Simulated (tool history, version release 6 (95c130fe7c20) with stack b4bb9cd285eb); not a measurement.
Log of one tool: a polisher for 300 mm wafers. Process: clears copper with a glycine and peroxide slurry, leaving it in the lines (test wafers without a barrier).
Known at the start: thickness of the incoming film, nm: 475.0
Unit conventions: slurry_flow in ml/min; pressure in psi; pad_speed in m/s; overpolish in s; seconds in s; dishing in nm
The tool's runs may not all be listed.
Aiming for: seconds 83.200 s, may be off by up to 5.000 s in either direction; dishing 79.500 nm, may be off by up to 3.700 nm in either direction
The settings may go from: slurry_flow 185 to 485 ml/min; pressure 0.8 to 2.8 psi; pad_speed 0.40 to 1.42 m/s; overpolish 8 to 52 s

run  hour  slurry_flow  pressure  pad_speed  overpolish  seconds  dishing
  1   0.0          310       1.8       0.90          26  114.160   61.963
  2   7.4          310       1.9       0.90          26  111.830   62.242
  3  15.5          310       2.0       0.90          26  105.710   66.345
  4  20.8          310       2.1       0.90          26  100.720   68.667
  5  28.1          280       2.1       0.90          26  101.000   65.793
  6  33.1          280       2.1       0.78          26  110.890   61.011
  7  39.5          285       2.2       0.78          26  111.030   63.377
  8  43.6          290       2.3       0.80          26  105.150   66.307
  9  45.1          295       2.3       0.82          26  102.540   66.013

4 candidate next runs follow, results not yet known. Just one meets every target within its allowed miss. Identify it.
  A  46.6          235       2.5       0.54          23        ?        ?
  B  46.6          275       2.5       0.98          33        ?        ?
  C  46.6          230       2.3       1.06          30        ?        ?
  D  46.6          305       2.4       0.88          37        ?        ?

move  seconds  dishing
   A  131.660   51.682
   B   83.296   86.361
   C   84.497   80.200
   D   93.159   86.757
A: the biggest miss grows against the last run
B: meets the target for the result that was furthest off, but another lies outside its allowed miss
C: hits every target within its allowed miss
D: gains on the last run, yet a result remains outside its allowed miss
Answer: C
